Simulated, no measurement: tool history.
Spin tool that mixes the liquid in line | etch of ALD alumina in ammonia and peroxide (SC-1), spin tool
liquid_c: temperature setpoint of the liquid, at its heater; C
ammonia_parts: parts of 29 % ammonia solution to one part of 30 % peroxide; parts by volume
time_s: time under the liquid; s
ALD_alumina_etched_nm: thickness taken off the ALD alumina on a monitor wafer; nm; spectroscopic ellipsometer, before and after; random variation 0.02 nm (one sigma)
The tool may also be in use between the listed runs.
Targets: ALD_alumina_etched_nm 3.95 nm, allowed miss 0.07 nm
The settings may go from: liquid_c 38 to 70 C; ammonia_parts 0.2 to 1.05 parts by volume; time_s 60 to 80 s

run 1 hour=0 | liquid_c=54 ammonia_parts=0.55 time_s=80 | ALD_alumina_etched_nm=6.197
run 2 hour=9 | liquid_c=51.5 ammonia_parts=0.55 time_s=80 | ALD_alumina_etched_nm=5.4281
run 3 hour=15.2 | liquid_c=49.5 ammonia_parts=0.55 time_s=80 | ALD_alumina_etched_nm=4.8672
run 4 hour=15.9 | liquid_c=49.5 ammonia_parts=0.55 time_s=80 | ALD_alumina_etched_nm=4.8375
-- hour=18.8 ammonia flow meter replaced
run 5 hour=18.8 | liquid_c=49.5 ammonia_parts=0.75 time_s=80 | ALD_alumina_etched_nm=5.026
run 6 hour=20.1 | liquid_c=48 ammonia_parts=0.75 time_s=80 | ALD_alumina_etched_nm=4.6164
run 7 hour=24.6 | liquid_c=47 ammonia_parts=0.75 time_s=80 | ALD_alumina_etched_nm=4.4126
run 8 hour=27 | liquid_c=47 ammonia_parts=0.75 time_s=80 | ALD_alumina_etched_nm=4.3676
run 9 hour=32.9 | liquid_c=46.5 ammonia_parts=0.75 time_s=80 | ALD_alumina_etched_nm=4.2342
run 10 hour=33.7 | liquid_c=46 ammonia_parts=0.75 time_s=80 | ALD_alumina_etched_nm=4.1493
run 11 hour=35.2 | liquid_c=45.5 ammonia_parts=0.75 time_s=80 | ALD_alumina_etched_nm=4.0429

4 next moves are on the table. One of them brings every result within its allowed miss. Which?
run A hour=36.7 | liquid_c=49 ammonia_parts=0.9 time_s=60 | ALD_alumina_etched_nm=?
run B hour=36.7 | liquid_c=44.5 ammonia_parts=0.75 time_s=80 | ALD_alumina_etched_nm=?
run C hour=36.7 | liquid_c=50.5 ammonia_parts=0.7 time_s=60 | ALD_alumina_etched_nm=?
run D hour=36.7 | liquid_c=46 ammonia_parts=0.6 time_s=80 | ALD_alumina_etched_nm=?

move=A ALD_alumina_etched_nm=3.7635
move=B ALD_alumina_etched_nm=3.8284
move=C ALD_alumina_etched_nm=3.991
move=D ALD_alumina_etched_nm=4.0814
A: takes the result that was furthest off past its target
B: takes the result that was furthest off past its target
C: meets every target
D: further off than the last run
Move C is the one to make.
